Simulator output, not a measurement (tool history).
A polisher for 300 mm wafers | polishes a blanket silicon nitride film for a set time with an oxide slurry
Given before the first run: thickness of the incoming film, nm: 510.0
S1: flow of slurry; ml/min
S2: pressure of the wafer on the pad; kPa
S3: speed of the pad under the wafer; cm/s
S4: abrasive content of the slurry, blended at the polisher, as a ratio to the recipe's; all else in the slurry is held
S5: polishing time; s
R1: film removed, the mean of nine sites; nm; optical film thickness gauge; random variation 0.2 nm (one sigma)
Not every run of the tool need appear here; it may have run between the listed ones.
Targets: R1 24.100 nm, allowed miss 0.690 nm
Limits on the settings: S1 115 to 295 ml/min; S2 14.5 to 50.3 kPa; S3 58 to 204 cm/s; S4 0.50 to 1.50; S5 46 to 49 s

run 1 hour=0.0 | S1=190 S2=32.4 S3=130 S4=1.00 S5=46 | R1=38.631
run 2 hour=5.5 | S1=155 S2=32.4 S3=130 S4=1.00 S5=46 | R1=37.484
run 3 hour=8.0 | S1=155 S2=31.0 S3=130 S4=1.00 S5=46 | R1=35.736
run 4 hour=8.8 | S1=155 S2=31.0 S3=144 S4=1.00 S5=46 | R1=37.763
run 5 hour=16.0 | S1=155 S2=31.0 S3=122 S4=1.00 S5=46 | R1=34.370
run 6 hour=20.2 | S1=155 S2=29.6 S3=122 S4=1.00 S5=46 | R1=32.154
run 7 hour=22.4 | S1=155 S2=29.0 S3=122 S4=1.00 S5=46 | R1=32.086
run 8 hour=26.0 | S1=155 S2=28.3 S3=122 S4=1.00 S5=46 | R1=31.285
run 9 hour=34.0 | S1=155 S2=27.6 S3=122 S4=1.00 S5=46 | R1=30.108
run 10 hour=39.4 | S1=155 S2=26.9 S3=122 S4=1.00 S5=46 | R1=30.078
run 11 hour=46.5 | S1=155 S2=26.2 S3=122 S4=1.00 S5=46 | R1=29.153
run 12 hour=50.2 | S1=155 S2=25.5 S3=122 S4=1.00 S5=46 | R1=28.230
run 13 hour=54.2 | S1=145 S2=20.0 S3=122 S4=1.00 S5=46 | R1=21.855
run 14 hour=56.5 | S1=195 S2=21.4 S3=122 S4=1.00 S5=46 | R1=24.974

Below are 5 possible settings for the next run. Only one of them brings all results inside the allowed miss of their targets. Which is it?
run A hour=58.8 | S1=200 S2=20.0 S3=138 S4=1.00 S5=46 | R1=?
run B hour=58.8 | S1=260 S2=20.7 S3=148 S4=0.80 S5=46 | R1=?
run C hour=58.8 | S1=230 S2=21.4 S3=112 S4=1.15 S5=46 | R1=?
run D hour=58.8 | S1=215 S2=18.6 S3=134 S4=1.10 S5=46 | R1=?
run E hour=58.8 | S1=195 S2=20.7 S3=124 S4=1.05 S5=49 | R1=?

move=A R1=25.078
move=B R1=25.769
move=C R1=25.135
move=D R1=24.034
move=E R1=26.160
A: moves away from the targets compared with the last run
B: moves away from the targets compared with the last run
C: moves away from the targets compared with the last run
D: in spec on every target
E: moves away from the targets compared with the last run
Go with D: it meets all targets.
